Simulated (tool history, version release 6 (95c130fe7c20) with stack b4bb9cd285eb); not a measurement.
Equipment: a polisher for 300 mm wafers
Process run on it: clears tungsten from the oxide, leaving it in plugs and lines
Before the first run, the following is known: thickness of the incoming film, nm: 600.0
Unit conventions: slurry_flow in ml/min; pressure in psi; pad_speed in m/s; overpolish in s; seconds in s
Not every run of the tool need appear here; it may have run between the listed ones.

run  hour  slurry_flow  pressure  pad_speed  slurry_solids  overpolish  seconds
  1     0          260       4.1       1.34              1          44   112.91
  2     5          260       4.3       1.34              1          44   111.84
  3  11.1          260       4.3        1.5              1          44   99.273
  4  18.4          260       4.5       1.52              1          44   95.299
  5  25.4          260       4.5       1.52              1          47   92.033
  6  30.5          260       4.5       1.28              1          47   108.28

Expected results for the next run?
  7  37.1          260       4.7        1.3              1          47        ?

seconds: 102.64 s

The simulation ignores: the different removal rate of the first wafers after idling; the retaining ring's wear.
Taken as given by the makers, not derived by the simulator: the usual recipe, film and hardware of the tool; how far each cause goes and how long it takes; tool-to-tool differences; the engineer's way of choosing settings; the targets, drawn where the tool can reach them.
